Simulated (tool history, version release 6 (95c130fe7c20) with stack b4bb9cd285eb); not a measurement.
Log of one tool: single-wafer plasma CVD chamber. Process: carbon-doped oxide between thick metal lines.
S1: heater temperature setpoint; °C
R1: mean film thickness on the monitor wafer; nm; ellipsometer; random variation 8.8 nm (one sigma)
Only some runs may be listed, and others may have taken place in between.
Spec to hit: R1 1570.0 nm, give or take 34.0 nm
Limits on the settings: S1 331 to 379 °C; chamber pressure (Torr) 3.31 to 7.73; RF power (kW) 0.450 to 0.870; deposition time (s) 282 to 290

Run 1, hour 0.0: S1 355 °C, chamber pressure (Torr) 5.52, RF power (kW) 0.660, deposition time (s) 282. Result: R1 1739.7 nm.
Run 2, hour 1.3: S1 355 °C, chamber pressure (Torr) 5.95, RF power (kW) 0.660, deposition time (s) 282. Result: R1 1762.0 nm.
Run 3, hour 3.8: S1 355 °C, chamber pressure (Torr) 5.95, RF power (kW) 0.660, deposition time (s) 290. Result: R1 1817.6 nm.
Run 4, hour 11.0: S1 355 °C, chamber pressure (Torr) 5.95, RF power (kW) 0.595, deposition time (s) 290. Result: R1 1684.4 nm.
Run 5, hour 11.8: S1 355 °C, chamber pressure (Torr) 5.95, RF power (kW) 0.595, deposition time (s) 290. Result: R1 1667.9 nm.
Run 6, hour 15.0: S1 356 °C, chamber pressure (Torr) 5.84, RF power (kW) 0.590, deposition time (s) 290. Result: R1 1678.1 nm.
Run 7, hour 21.2: S1 356 °C, chamber pressure (Torr) 5.83, RF power (kW) 0.580, deposition time (s) 290. Result: R1 1649.1 nm.
Run 8, hour 27.7: S1 356 °C, chamber pressure (Torr) 5.76, RF power (kW) 0.575, deposition time (s) 290. Result: R1 1651.2 nm.
Run 9, hour 32.6: S1 356 °C, chamber pressure (Torr) 5.76, RF power (kW) 0.565, deposition time (s) 290. Result: R1 1617.5 nm.
Run 10, hour 33.6: S1 356 °C, chamber pressure (Torr) 5.76, RF power (kW) 0.565, deposition time (s) 290. Result: R1 1625.6 nm.
Run 11, hour 34.8: S1 356 °C, chamber pressure (Torr) 5.74, RF power (kW) 0.560, deposition time (s) 290. Result: R1 1614.5 nm.
Run 12, hour 43.6: S1 356 °C, chamber pressure (Torr) 5.74, RF power (kW) 0.560, deposition time (s) 290. Result: R1 1620.2 nm.

Exactly one of the 5 candidate moves below puts every result within its allowed miss. Which one?
Run A, hour 52.4: S1 349 °C, chamber pressure (Torr) 3.94, RF power (kW) 0.600, deposition time (s) 290. Result: R1 ?.
Run B, hour 52.4: S1 361 °C, chamber pressure (Torr) 4.86, RF power (kW) 0.605, deposition time (s) 290. Result: R1 ?.
Run C, hour 52.4: S1 350 °C, chamber pressure (Torr) 5.48, RF power (kW) 0.540, deposition time (s) 286. Result: R1 ?.
Run D, hour 52.4: S1 361 °C, chamber pressure (Torr) 5.53, RF power (kW) 0.585, deposition time (s) 290. Result: R1 ?.
Run E, hour 52.4: S1 349 °C, chamber pressure (Torr) 5.13, RF power (kW) 0.575, deposition time (s) 290. Result: R1 ?.

move      R1
   A  1622.7
   B  1627.8
   C  1564.0
   D  1624.0
   E  1641.8
A: no better and no worse than the last run
B: misses by more than the last run did
C: all results land within tolerance of their targets
D: misses by more than the last run did
E: misses by more than the last run did
The move that meets every target is C.
